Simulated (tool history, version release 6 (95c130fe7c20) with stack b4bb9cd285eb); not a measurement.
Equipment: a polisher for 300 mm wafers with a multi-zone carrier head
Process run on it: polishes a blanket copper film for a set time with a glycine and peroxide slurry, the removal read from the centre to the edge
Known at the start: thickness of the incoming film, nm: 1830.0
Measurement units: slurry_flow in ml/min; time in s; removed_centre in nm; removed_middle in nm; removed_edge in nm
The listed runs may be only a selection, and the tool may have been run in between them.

run,hour,slurry_flow,centre_zone,middle_zone,edge_zone,time,removed_centre,removed_middle,removed_edge
1,0,190,1,1,1,59,425.88,433.47,426.94
2,4.3,155,1,1,1,59,415.64,417.06,421.74
3,8.9,155,1,1.04,1,59,410.97,432.32,423.14
4,11.1,155,1.01,1.04,1.01,61,430.59,446.51,431.18
5,13.5,160,1.01,1.03,1.02,63,457.75,455.63,452.97
6,18.6,135,1.01,1.03,1.02,63,439.02,447.46,439.39

Run 7 comes next. What will it give?
7,19.4,145,1.01,1.02,1.04,64,?,?,?

For run 7 the tool returned removed_centre 445.02 nm, removed_middle 447.35 nm, removed_edge 456.31 nm.

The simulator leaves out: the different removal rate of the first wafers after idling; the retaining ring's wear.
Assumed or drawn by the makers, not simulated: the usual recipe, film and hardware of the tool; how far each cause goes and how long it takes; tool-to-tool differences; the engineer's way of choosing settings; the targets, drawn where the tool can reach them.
